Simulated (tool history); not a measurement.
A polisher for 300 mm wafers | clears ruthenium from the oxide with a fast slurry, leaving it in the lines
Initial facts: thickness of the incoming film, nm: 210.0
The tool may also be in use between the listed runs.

| run | hour | flow of slurry (ml/min) | pressure of the wafer on the pad (kPa) | speed of the pad under the wafer (m/s) | abrasive content of the slurry | overpolish time after the end point (s) | time until the end point was called (s) | dishing of a wide line in a test structure (nm) |
|---|---|---|---|---|---|---|---|---|
| 1 | 0 | 235 | 11.7 | 1.14 | 1 | 29 | 92.005 | 55.925 |
| 2 | 8.8 | 235 | 11 | 1.14 | 1 | 29 | 94.252 | 52.935 |
| 3 | 11.5 | 235 | 11 | 1.14 | 1.15 | 29 | 89.145 | 56.143 |
| 4 | 19.1 | 235 | 11 | 1.14 | 1.05 | 29 | 95.188 | 54.225 |
| 5 | 23.7 | 235 | 11 | 1.14 | 1.25 | 29 | 87.67 | 57.789 |
| 6 | 32.2 | 275 | 11 | 1.14 | 1.25 | 29 | 85.886 | 58.683 |
| 7 | 39.2 | 275 | 9.7 | 1.14 | 1.25 | 30 | 96.763 | 54.225 |

Forecast run 8:
| 8 | 41.5 | 275 | 9.7 | 1.14 | 1.25 | 30 | ? | ? |

time until the end point was called (s): 94.585
dishing of a wide line in a test structure (nm): 56.467
